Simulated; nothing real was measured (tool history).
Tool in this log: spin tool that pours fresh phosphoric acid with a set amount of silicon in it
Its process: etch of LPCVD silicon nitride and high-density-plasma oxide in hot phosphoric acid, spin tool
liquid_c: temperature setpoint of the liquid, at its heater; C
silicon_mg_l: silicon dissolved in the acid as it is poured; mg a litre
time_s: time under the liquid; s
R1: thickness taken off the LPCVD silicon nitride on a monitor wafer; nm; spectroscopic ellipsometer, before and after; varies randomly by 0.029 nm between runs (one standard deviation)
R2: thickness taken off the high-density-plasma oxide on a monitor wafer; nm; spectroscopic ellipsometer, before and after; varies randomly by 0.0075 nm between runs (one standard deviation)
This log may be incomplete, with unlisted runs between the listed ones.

run 1 day=0.000 | liquid_c=160.0 silicon_mg_l=8.5 time_s=180 | R1=13.4310 R2=0.48000
run 2 day=0.375 | liquid_c=160.0 silicon_mg_l=8.5 time_s=250 | R1=18.9150 R2=0.66529
run 3 day=0.462 | liquid_c=159.5 silicon_mg_l=8.5 time_s=225 | R1=16.6830 R2=0.57979
run 4 day=0.779 | liquid_c=159.0 silicon_mg_l=8.5 time_s=200 | R1=14.4270 R2=0.45791
run 5 day=0.950 | liquid_c=159.0 silicon_mg_l=7.5 time_s=180 | R1=13.1560 R2=0.42929
run 6 day=1.008 | liquid_c=158.5 silicon_mg_l=7.0 time_s=160 | R1=11.4630 R2=0.38667
run 7 day=1.142 | liquid_c=156.5 silicon_mg_l=11.0 time_s=70 | R1=4.6708 R2=0.12418
run 8 day=1.254 | liquid_c=157.0 silicon_mg_l=11.0 time_s=70 | R1=4.6881 R2=0.13599
run 9 day=1.533 | liquid_c=159.5 silicon_mg_l=16.0 time_s=90 | R1=6.6979 R2=0.18056
run 10 day=1.792 | liquid_c=157.0 silicon_mg_l=10.5 time_s=100 | R1=6.8049 R2=0.18635
run 11 day=1.975 | liquid_c=157.0 silicon_mg_l=10.5 time_s=95 | R1=6.4654 R2=0.18776
run 12 day=2.225 | liquid_c=157.0 silicon_mg_l=10.5 time_s=90 | R1=6.1273 R2=0.17237
run 13 day=2.250 | liquid_c=157.0 silicon_mg_l=10.5 time_s=85 | R1=5.7834 R2=0.17212

The next listed run, before its measurement:
run 14 day=2.454 | liquid_c=157.0 silicon_mg_l=10.5 time_s=85 | R1=? R2=?

Logged for run 14: R1 5.7655 nm, R2 0.15520 nm.

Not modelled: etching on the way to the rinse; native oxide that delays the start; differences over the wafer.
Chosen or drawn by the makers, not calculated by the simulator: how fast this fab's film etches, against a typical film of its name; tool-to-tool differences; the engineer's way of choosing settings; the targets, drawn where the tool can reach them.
